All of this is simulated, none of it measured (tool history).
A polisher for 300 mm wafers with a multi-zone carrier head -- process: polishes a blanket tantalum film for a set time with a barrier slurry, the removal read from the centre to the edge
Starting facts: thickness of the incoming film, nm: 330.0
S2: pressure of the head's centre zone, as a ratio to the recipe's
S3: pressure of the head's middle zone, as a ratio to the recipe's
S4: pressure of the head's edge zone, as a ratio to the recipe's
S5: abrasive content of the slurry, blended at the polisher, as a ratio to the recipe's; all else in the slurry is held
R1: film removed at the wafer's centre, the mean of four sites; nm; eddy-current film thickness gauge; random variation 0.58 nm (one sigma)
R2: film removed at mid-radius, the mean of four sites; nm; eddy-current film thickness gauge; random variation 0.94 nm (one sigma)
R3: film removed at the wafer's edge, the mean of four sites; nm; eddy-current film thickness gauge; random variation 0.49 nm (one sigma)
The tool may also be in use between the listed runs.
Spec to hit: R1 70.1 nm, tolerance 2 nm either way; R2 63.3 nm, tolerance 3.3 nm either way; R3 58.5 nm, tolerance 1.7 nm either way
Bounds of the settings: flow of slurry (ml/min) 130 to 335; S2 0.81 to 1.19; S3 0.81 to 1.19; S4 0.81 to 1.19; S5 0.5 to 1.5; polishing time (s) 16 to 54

{"run": 1, "hour": 0.0, "flow of slurry (ml/min)": 215, "S2": 1, "S3": 1, "S4": 1, "S5": 1, "polishing time (s)": 35, "R1": 61.928, "R2": 54.038, "R3": 55.092}
{"run": 2, "hour": 6.4, "flow of slurry (ml/min)": 225, "S2": 1.01, "S3": 1.02, "S4": 1, "S5": 1, "polishing time (s)": 35, "R1": 63.286, "R2": 57.369, "R3": 56.342}
{"run": 3, "hour": 9.4, "flow of slurry (ml/min)": 235, "S2": 1.02, "S3": 1.02, "S4": 1, "S5": 1, "polishing time (s)": 35, "R1": 62.856, "R2": 58.208, "R3": 56.198}
{"run": 4, "hour": 15.2, "flow of slurry (ml/min)": 190, "S2": 1.02, "S3": 1.02, "S4": 1, "S5": 1, "polishing time (s)": 35, "R1": 61.504, "R2": 55.286, "R3": 55.204}
{"run": 5, "hour": 23.7, "flow of slurry (ml/min)": 190, "S2": 1.02, "S3": 1.02, "S4": 0.95, "S5": 1, "polishing time (s)": 35, "R1": 61.405, "R2": 57.066, "R3": 53.978}
{"run": 6, "hour": 32.6, "flow of slurry (ml/min)": 190, "S2": 1.02, "S3": 1.02, "S4": 0.95, "S5": 1, "polishing time (s)": 41, "R1": 71.374, "R2": 65.548, "R3": 62.789}
{"run": 7, "hour": 40.9, "flow of slurry (ml/min)": 185, "S2": 1.02, "S3": 1.02, "S4": 0.94, "S5": 1, "polishing time (s)": 41, "R1": 71.696, "R2": 64.45, "R3": 63.477}
{"hour": 42.2, "done": "centre zone pressure recalibrated"}
{"run": 8, "hour": 42.2, "flow of slurry (ml/min)": 185, "S2": 1.02, "S3": 1.02, "S4": 0.92, "S5": 1, "polishing time (s)": 41, "R1": 67.328, "R2": 66.119, "R3": 62.276}

Exercise: of the 4 proposed moves below, exactly one satisfies all targets within the stated allowed misses. Which move is it?
{"run": "A", "hour": 43.5, "flow of slurry (ml/min)": 185, "S2": 1, "S3": 1.03, "S4": 0.91, "S5": 0.95, "polishing time (s)": 45, "R1": "?", "R2": "?", "R3": "?"}
{"run": "B", "hour": 43.5, "flow of slurry (ml/min)": 185, "S2": 1.18, "S3": 1.09, "S4": 0.97, "S5": 0.85, "polishing time (s)": 39, "R1": "?", "R2": "?", "R3": "?"}
{"run": "C", "hour": 43.5, "flow of slurry (ml/min)": 225, "S2": 1.07, "S3": 1, "S4": 1.03, "S5": 0.9, "polishing time (s)": 41, "R1": "?", "R2": "?", "R3": "?"}
{"run": "D", "hour": 43.5, "flow of slurry (ml/min)": 270, "S2": 1.13, "S3": 1.17, "S4": 0.86, "S5": 0.8, "polishing time (s)": 39, "R1": "?", "R2": "?", "R3": "?"}

move=A R1=70.73 R2=71.869 R3=67.494
move=B R1=70.005 R2=63.753 R3=58.859
move=C R1=70.226 R2=65.136 R3=65.937
move=D R1=70.482 R2=70.457 R3=57.199
A: the biggest miss grows against the last run
B: all results in spec
C: the biggest miss grows against the last run
D: puts the biggest miss on target and leaves a different result outside tolerance
B is the move that brings every result within its allowed miss.

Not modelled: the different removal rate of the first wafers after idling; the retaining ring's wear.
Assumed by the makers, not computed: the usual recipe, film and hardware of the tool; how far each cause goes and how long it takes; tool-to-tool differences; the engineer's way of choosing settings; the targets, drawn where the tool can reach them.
